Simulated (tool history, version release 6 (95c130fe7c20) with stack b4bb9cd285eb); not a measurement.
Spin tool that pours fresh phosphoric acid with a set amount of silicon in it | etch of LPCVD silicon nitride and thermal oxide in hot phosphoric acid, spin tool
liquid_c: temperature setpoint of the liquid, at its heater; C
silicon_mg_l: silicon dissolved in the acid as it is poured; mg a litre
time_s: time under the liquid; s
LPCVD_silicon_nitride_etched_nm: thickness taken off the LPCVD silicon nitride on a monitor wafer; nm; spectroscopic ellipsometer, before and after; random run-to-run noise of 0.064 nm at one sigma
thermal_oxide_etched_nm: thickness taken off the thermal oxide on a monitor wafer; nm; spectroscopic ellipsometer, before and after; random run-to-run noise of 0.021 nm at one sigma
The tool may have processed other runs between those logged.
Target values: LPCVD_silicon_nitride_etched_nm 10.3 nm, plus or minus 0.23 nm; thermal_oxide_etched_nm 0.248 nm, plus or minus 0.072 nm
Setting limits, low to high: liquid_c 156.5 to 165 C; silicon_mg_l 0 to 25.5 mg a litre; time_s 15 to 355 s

| run | hour | liquid_c | silicon_mg_l | time_s | LPCVD_silicon_nitride_etched_nm | thermal_oxide_etched_nm |
|---|---|---|---|---|---|---|
| 1 | 0 | 160 | 11 | 180 | 17.452 | 0.33728 |
| 2 | 6.2 | 159.5 | 8.5 | 160 | 14.998 | 0.29997 |
| 3 | 9.6 | 159.5 | 8.5 | 125 | 11.889 | 0.24931 |
| 4 | 18.2 | 158 | 8.5 | 125 | 11.275 | 0.20852 |
| 5 | 24.4 | 158 | 6.5 | 125 | 11.315 | 0.25147 |
| 6 | 26.9 | 158 | 6.5 | 185 | 16.817 | 0.41855 |
| 7 | 32.2 | 157.5 | 6 | 170 | 15.046 | 0.31697 |
| 8 | 35.1 | 159 | 0 | 85 | 7.9218 | 0.1828 |
| 9 | 36.9 | 159.5 | 1.5 | 90 | 8.5173 | 0.22585 |
| 10 | 42.1 | 160 | 3.5 | 90 | 8.7219 | 0.22755 |
| 11 | 45.7 | 162.5 | 10.5 | 95 | 9.9489 | 0.22603 |

Below are 4 possible settings for the next run. Only one of them brings all results inside the allowed miss of their targets. Which is it?
| A | 49.3 | 162.5 | 15 | 90 | ? | ? |
| B | 49.3 | 165 | 0 | 85 | ? | ? |
| C | 49.3 | 162 | 9 | 100 | ? | ? |
| D | 49.3 | 163 | 8 | 90 | ? | ? |

| move | LPCVD_silicon_nitride_etched_nm | thermal_oxide_etched_nm |
|---|---|---|
| A | 9.383 | 0.19075 |
| B | 9.6241 | 0.29718 |
| C | 10.254 | 0.23496 |
| D | 9.5399 | 0.23249 |
A: the biggest miss grows against the last run
B: the biggest miss grows against the last run
C: in spec on every target
D: the biggest miss grows against the last run
So the answer is move C, the one that meets all the targets.
